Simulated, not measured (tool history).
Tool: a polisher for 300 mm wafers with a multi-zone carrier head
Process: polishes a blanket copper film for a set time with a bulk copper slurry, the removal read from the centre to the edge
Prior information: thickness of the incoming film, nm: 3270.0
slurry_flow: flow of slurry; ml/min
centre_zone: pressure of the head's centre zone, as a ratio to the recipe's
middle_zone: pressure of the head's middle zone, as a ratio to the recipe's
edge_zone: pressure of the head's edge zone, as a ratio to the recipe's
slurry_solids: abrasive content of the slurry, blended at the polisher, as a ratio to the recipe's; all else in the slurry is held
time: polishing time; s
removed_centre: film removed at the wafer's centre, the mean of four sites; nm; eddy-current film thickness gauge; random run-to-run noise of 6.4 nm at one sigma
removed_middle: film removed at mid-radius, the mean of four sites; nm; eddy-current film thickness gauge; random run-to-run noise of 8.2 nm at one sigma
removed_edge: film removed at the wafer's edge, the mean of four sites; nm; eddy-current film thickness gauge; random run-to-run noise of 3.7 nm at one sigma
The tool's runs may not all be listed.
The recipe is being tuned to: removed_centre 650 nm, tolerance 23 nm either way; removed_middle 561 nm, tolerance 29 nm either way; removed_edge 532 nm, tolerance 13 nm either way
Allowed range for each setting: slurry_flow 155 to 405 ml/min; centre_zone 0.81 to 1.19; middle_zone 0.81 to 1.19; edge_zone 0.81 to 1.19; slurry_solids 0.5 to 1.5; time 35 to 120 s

{"run": 1, "day": 0.0, "slurry_flow": 260, "centre_zone": 1, "middle_zone": 1, "edge_zone": 1, "slurry_solids": 1, "time": 77, "removed_centre": 558.72, "removed_middle": 597.59, "removed_edge": 591.63}
{"run": 2, "day": 0.354, "slurry_flow": 260, "centre_zone": 1.03, "middle_zone": 0.99, "edge_zone": 0.97, "slurry_solids": 1, "time": 77, "removed_centre": 583.02, "removed_middle": 587.77, "removed_edge": 581.37}
{"run": 3, "day": 0.4, "slurry_flow": 260, "centre_zone": 1.03, "middle_zone": 0.99, "edge_zone": 1.04, "slurry_solids": 1, "time": 77, "removed_centre": 582.06, "removed_middle": 577.67, "removed_edge": 599.36}
{"run": 4, "day": 0.688, "slurry_flow": 260, "centre_zone": 1.06, "middle_zone": 0.99, "edge_zone": 1.01, "slurry_solids": 0.95, "time": 77, "removed_centre": 600.07, "removed_middle": 567.74, "removed_edge": 574.19}
{"run": 5, "day": 0.821, "slurry_flow": 260, "centre_zone": 1.06, "middle_zone": 0.99, "edge_zone": 1.01, "slurry_solids": 0.75, "time": 77, "removed_centre": 568.71, "removed_middle": 535.48, "removed_edge": 546.55}
{"run": 6, "day": 1.142, "slurry_flow": 260, "centre_zone": 1.06, "middle_zone": 0.99, "edge_zone": 1.01, "slurry_solids": 0.75, "time": 65, "removed_centre": 465.29, "removed_middle": 460.7, "removed_edge": 472.29}
{"run": 7, "day": 1.421, "slurry_flow": 320, "centre_zone": 1.16, "middle_zone": 1.02, "edge_zone": 0.91, "slurry_solids": 1, "time": 71, "removed_centre": 607.08, "removed_middle": 552.75, "removed_edge": 520.34}
{"run": 8, "day": 1.483, "slurry_flow": 320, "centre_zone": 1.16, "middle_zone": 1.02, "edge_zone": 0.91, "slurry_solids": 1, "time": 71, "removed_centre": 617.26, "removed_middle": 550.18, "removed_edge": 518.68}
{"run": 9, "day": 1.692, "slurry_flow": 325, "centre_zone": 1.17, "middle_zone": 1.02, "edge_zone": 0.91, "slurry_solids": 1, "time": 71, "removed_centre": 625.39, "removed_middle": 553.63, "removed_edge": 519.2}

Exactly one of the 4 candidate moves below puts every result within its allowed miss. Which one?
{"run": "A", "day": 1.9, "slurry_flow": 255, "centre_zone": 1.19, "middle_zone": 0.99, "edge_zone": 0.86, "slurry_solids": 1, "time": 75, "removed_centre": "?", "removed_middle": "?", "removed_edge": "?"}
{"run": "B", "day": 1.9, "slurry_flow": 325, "centre_zone": 1.14, "middle_zone": 1, "edge_zone": 0.89, "slurry_solids": 1, "time": 72, "removed_centre": "?", "removed_middle": "?", "removed_edge": "?"}
{"run": "C", "day": 1.9, "slurry_flow": 345, "centre_zone": 1.18, "middle_zone": 1.03, "edge_zone": 0.94, "slurry_solids": 1.2, "time": 67, "removed_centre": "?", "removed_middle": "?", "removed_edge": "?"}
{"run": "D", "day": 1.9, "slurry_flow": 325, "centre_zone": 1.17, "middle_zone": 0.98, "edge_zone": 1, "slurry_solids": 0.8, "time": 72, "removed_centre": "?", "removed_middle": "?", "removed_edge": "?"}

move=A removed_centre=653.17 removed_middle=565.77 removed_edge=535.61
move=B removed_centre=615.11 removed_middle=557.55 removed_edge=529.45
move=C removed_centre=621.14 removed_middle=557.65 removed_edge=530.15
move=D removed_centre=595.77 removed_middle=519.04 removed_edge=529.06
A: all results land within tolerance of their targets
B: further off than the last run
C: further off than the last run
D: further off than the last run
Answer: A
